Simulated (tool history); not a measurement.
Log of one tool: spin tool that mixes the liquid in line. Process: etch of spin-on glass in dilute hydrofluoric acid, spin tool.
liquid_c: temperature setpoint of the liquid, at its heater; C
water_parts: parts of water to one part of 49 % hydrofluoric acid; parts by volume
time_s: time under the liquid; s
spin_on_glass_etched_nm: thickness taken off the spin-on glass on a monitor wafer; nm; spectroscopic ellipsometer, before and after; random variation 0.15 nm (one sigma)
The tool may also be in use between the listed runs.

| run | day | liquid_c | water_parts | time_s | spin_on_glass_etched_nm |
|---|---|---|---|---|---|
| 1 | 0 | 24 | 85 | 15 | 8.6113 |
| 2 | 0.346 | 25.5 | 75 | 15 | 10.535 |
| 3 | 0.712 | 25.5 | 75 | 15 | 10.708 |
| 4 | 0.8 | 27 | 70 | 15 | 12.011 |
| 5 | 0.842 | 28 | 65 | 15 | 13.792 |
| 6 | 0.988 | 28 | 65 | 15 | 13.612 |
| 7 | 1.271 | 29 | 60 | 15 | 15.549 |
|  | 1.454 | thermometer replaced |
| 8 | 1.454 | 29.5 | 60 | 15 | 14.395 |
| 9 | 1.604 | 30 | 55 | 15 | 16.227 |
| 10 | 1.846 | 30.5 | 50 | 15 | 18.261 |

Run 11 comes next. What will it give?
| 11 | 2.021 | 31 | 50 | 15 | ? |

Run 11 gave spin_on_glass_etched_nm 18.757 nm.
